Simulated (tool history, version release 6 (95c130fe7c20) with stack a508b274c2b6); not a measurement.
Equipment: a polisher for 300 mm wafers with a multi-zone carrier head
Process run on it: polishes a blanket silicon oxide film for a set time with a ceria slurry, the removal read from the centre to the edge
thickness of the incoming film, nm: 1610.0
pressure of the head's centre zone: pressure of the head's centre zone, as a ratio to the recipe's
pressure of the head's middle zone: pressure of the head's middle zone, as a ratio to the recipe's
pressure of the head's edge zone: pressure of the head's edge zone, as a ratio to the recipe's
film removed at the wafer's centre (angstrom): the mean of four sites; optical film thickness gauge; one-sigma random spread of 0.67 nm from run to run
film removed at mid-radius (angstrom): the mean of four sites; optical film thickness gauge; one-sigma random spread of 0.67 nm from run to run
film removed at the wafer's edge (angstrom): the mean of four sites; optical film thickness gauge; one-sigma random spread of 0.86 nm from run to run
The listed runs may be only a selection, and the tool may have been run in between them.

| run | hour | flow of slurry (ml/min) | pressure of the head's centre zone | pressure of the head's middle zone | pressure of the head's edge zone | polishing time (s) | film removed at the wafer's centre (angstrom) | film removed at mid-radius (angstrom) | film removed at the wafer's edge (angstrom) |
|---|---|---|---|---|---|---|---|---|---|
| 1 | 0.0 | 140 | 1.00 | 1.00 | 1.00 | 46 | 1282.10 | 1247.90 | 1223.90 |
| 2 | 8.6 | 140 | 1.00 | 0.96 | 1.00 | 46 | 1267.40 | 1213.90 | 1216.40 |
| 3 | 14.5 | 140 | 1.00 | 0.96 | 1.00 | 56 | 1520.10 | 1479.40 | 1510.10 |
| 4 | 18.7 | 135 | 0.96 | 0.98 | 0.96 | 47 | 1241.90 | 1238.10 | 1237.10 |
| 5 | 21.3 | 135 | 0.96 | 1.03 | 0.96 | 47 | 1229.20 | 1290.70 | 1231.10 |
| 6 | 22.0 | 135 | 1.02 | 1.03 | 0.96 | 47 | 1297.00 | 1283.60 | 1246.70 |
| 7 | 29.4 | 115 | 0.92 | 1.06 | 0.86 | 34 | 821.62 | 931.78 | 837.83 |
| 8 | 33.6 | 115 | 0.91 | 1.08 | 0.81 | 22 | 519.62 | 615.52 | 525.38 |

The next listed run, before its measurement:
| 9 | 36.5 | 115 | 0.91 | 1.08 | 0.81 | 22 | ? | ? | ? |

Run 9 produced film removed at the wafer's centre (angstrom) 535.65, film removed at mid-radius (angstrom) 609.48, film removed at the wafer's edge (angstrom) 527.13.
